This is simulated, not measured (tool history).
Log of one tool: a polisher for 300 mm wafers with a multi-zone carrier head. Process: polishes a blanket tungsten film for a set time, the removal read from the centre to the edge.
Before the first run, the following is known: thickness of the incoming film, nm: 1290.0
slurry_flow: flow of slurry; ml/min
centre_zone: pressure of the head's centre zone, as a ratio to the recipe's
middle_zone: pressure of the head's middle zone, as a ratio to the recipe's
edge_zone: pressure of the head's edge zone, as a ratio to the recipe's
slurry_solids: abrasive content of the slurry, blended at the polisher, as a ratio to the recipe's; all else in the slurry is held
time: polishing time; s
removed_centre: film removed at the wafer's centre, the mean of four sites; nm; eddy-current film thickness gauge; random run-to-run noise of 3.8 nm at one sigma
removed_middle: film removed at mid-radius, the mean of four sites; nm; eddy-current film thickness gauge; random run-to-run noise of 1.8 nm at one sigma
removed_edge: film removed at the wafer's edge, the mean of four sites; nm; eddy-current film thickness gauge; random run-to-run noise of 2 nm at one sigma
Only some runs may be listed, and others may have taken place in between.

run	day	slurry_flow	centre_zone	middle_zone	edge_zone	slurry_solids	time	removed_centre	removed_middle	removed_edge
1	0	235	1	1	1	1	74	354.02	359.69	367
2	0.329	230	1.01	0.98	0.96	0.85	73	341.19	342.1	345.24
3	0.662	225	1.02	0.96	0.93	0.75	71	334.78	316	321.68
4	0.862	215	1.01	0.95	0.9	0.7	70	322.41	300.94	307.85
5	1.238	215	1.01	0.95	0.9	0.6	70	304.16	295.41	298.69
6	1.483	215	1.01	1	0.9	0.6	70	312.82	308.27	297.35

Run 7 comes next. What will it give?
7	1.775	205	1.01	0.99	0.88	0.6	70	?	?	?

removed_centre: 302.98 nm
removed_middle: 306.79 nm
removed_edge: 297.29 nm
